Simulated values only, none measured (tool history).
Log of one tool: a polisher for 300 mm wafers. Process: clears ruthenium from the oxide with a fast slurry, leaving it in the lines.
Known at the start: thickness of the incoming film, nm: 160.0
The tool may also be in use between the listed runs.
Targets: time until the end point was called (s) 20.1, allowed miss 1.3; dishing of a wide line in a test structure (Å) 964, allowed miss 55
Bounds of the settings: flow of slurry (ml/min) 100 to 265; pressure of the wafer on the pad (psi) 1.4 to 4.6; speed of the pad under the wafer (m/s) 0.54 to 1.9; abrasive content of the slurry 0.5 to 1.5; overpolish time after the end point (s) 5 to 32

run  hour  flow of slurry (ml/min)  pressure of the wafer on the pad (psi)  speed of the pad under the wafer (m/s)  abrasive content of the slurry  overpolish time after the end point (s)  time until the end point was called (s)  dishing of a wide line in a test structure (Å)
  1     0                      170                                       3                                    1.22                               1                                       16                                   34.035                                          496.01
  2   6.5                      170                                     3.4                                    1.22                               1                                       16                                   29.715                                          546.44
  3  14.3                      170                                     3.4                                    1.22                               1                                       13                                    29.55                                           457.2
  4  20.1                      170                                     3.4                                    1.22                               1                                        7                                   29.721                                          279.44
  5  28.2                      170                                     3.4                                    1.22                               1                                        5                                   29.441                                          200.85
  6  30.6                      170                                     3.4                                    1.22                               1                                        5                                   29.625                                          203.09
  7  39.4                      170                                     3.3                                     1.4                               1                                        9                                   27.421                                          366.77
  8  46.9                      160                                     3.5                                    1.54                             0.9                                       11                                   25.346                                          464.94
  9  55.1                      130                                     4.3                                    1.76                            0.65                                       19                                    23.76                                          740.54
 10  58.9                      140                                     4.4                                    1.78                            0.65                                       20                                   22.835                                          770.07
 11    62                      140                                     4.4                                    1.82                             0.7                                       21                                   21.338                                          819.35
 12  67.3                      140                                     4.4                                    1.84                             0.7                                       22                                   20.618                                          849.29
 13  73.5                      140                                     4.4                                    1.84                             0.7                                       23                                    20.66                                          882.67

5 next moves are on the table. One of them brings every result within its allowed miss. Which?
  A  79.7                      140                                     4.5                                    1.64                            0.85                                       27                                        ?                                               ?
  B  79.7                      150                                     4.3                                    1.66                            0.75                                       28                                        ?                                               ?
  C  79.7                      170                                     4.2                                    1.48                            1.05                                       21                                        ?                                               ?
  D  79.7                      160                                     3.7                                    1.62                             0.8                                       24                                        ?                                               ?
  E  79.7                      110                                     4.6                                    1.62                            0.85                                       21                                        ?                                               ?

move  time until the end point was called (s)  dishing of a wide line in a test structure (Å)
   A                                   19.952                                          988.82
   B                                   22.248                                          954.49
   C                                   20.328                                           858.5
   D                                   25.061                                          821.28
   E                                    20.19                                          861.85
A: meets every target
B: brings the result that was furthest off to its target, and leaves another outside
C: further off than the last run
D: further off than the last run
E: further off than the last run
The right move is A.
